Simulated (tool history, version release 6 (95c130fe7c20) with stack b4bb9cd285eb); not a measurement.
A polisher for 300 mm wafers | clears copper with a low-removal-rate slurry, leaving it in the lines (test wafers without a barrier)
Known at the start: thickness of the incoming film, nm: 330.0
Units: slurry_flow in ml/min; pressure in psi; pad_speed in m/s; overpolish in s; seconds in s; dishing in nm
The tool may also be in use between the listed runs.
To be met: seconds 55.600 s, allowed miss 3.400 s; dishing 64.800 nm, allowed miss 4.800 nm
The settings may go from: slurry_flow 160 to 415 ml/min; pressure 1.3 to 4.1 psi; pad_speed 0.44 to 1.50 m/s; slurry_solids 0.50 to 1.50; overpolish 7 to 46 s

run,hour,slurry_flow,pressure,pad_speed,slurry_solids,overpolish,seconds,dishing
1,0.0,265,2.7,0.96,1.00,24,116.030,41.866
2,2.7,265,2.7,0.96,1.10,24,112.150,43.678
3,5.9,265,2.2,0.96,1.10,24,135.350,37.340
4,13.3,265,2.2,0.96,1.25,24,129.090,36.449
5,16.5,265,1.8,0.96,1.25,24,150.950,31.293
6,23.7,270,2.4,0.98,1.25,23,119.690,38.007
# hour 27.9: worn pad replaced by a new one
7,27.9,270,2.8,1.02,1.25,22,93.032,44.533
8,33.8,270,3.1,1.02,1.25,22,86.031,49.261
9,40.4,270,3.3,1.04,1.25,21,78.415,53.060

Which of these 4 next moves meets every target?
A,47.0,295,3.5,1.40,1.25,20,?,?
B,47.0,245,3.7,1.22,1.25,18,?,?
C,47.0,290,3.7,1.44,1.45,18,?,?
D,47.0,270,3.6,1.12,1.30,31,?,?

move,seconds,dishing
A,56.650,65.419
B,63.053,55.547
C,51.009,65.696
D,68.829,78.542
A: meets every target
B: nearer than the last run, and not there yet
C: takes the result that was furthest off past its target
D: nearer than the last run, and not there yet
Move A is the one to make.
